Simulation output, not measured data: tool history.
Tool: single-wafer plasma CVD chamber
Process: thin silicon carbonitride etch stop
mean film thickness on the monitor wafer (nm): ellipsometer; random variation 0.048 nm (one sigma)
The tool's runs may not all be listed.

run	day	RF power (kW)	deposition time (s)	mean film thickness on the monitor wafer (nm)
1	0.000	0.225	22.9	12.872
2	0.062	0.250	22.9	13.234
3	0.229	0.225	22.9	12.780
4	0.571	0.245	24.1	13.832
5	0.821	0.255	25.0	14.548
6	1.121	0.265	25.6	15.080

Run 7, settings as shown, results not yet in. Your forecast:
7	1.496	0.270	26.1	?

For run 7 the tool returned mean film thickness on the monitor wafer (nm) 15.588.
